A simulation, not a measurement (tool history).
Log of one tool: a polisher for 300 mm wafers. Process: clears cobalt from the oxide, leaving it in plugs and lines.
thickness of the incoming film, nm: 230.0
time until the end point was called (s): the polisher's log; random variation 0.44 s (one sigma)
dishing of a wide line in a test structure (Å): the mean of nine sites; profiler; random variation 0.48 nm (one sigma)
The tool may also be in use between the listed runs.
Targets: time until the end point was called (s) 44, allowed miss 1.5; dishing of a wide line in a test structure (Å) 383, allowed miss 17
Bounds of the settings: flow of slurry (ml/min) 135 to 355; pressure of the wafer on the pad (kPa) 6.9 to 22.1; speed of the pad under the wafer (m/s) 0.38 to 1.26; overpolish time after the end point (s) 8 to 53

run	hour	flow of slurry (ml/min)	pressure of the wafer on the pad (kPa)	speed of the pad under the wafer (m/s)	overpolish time after the end point (s)	time until the end point was called (s)	dishing of a wide line in a test structure (Å)
1	0	225	14.5	0.82	27	49.842	516.13
2	8.3	225	14.5	0.82	17	48.72	441.32
3	13.8	225	11.7	0.82	17	60.753	394.09
4	21.4	225	11.7	0.84	16	59.886	382.78
5	25	225	12.4	0.86	15	55.138	395.59
6	29	225	10.3	0.86	15	65.28	345.92
# hour 31.1: slurry nozzle cleaned
7	31.1	240	13.1	1.06	8	39.424	322.59
8	34.1	240	13.1	1.06	9	39.459	341.21
9	39.4	240	13.1	1.06	10	38.802	362.59
10	42.7	235	13.1	1.06	11	39.206	385.4
11	48.4	230	12.4	1.06	11	41.48	376.47
12	53.3	225	11.7	1.06	11	44.506	370.99
13	58.1	220	11.7	1.06	11	44.946	363.9
14	61.2	230	11.7	1.06	16	44.349	447.84

4 next moves are on the table. One of them brings every result within its allowed miss. Which?
A	64.3	245	12.4	1.02	14	?	?
B	64.3	215	11	1.14	21	?	?
C	64.3	170	13.1	1.02	17	?	?
D	64.3	345	13.1	0.92	12	?	?

move	time until the end point was called (s)	dishing of a wide line in a test structure (Å)
A	43.389	418.62
B	44.325	496.19
C	43.441	459.05
D	44.039	381.75
A: nearer than the last run, and not there yet
B: further off than the last run
C: further off than the last run
D: meets every target
Answer: D
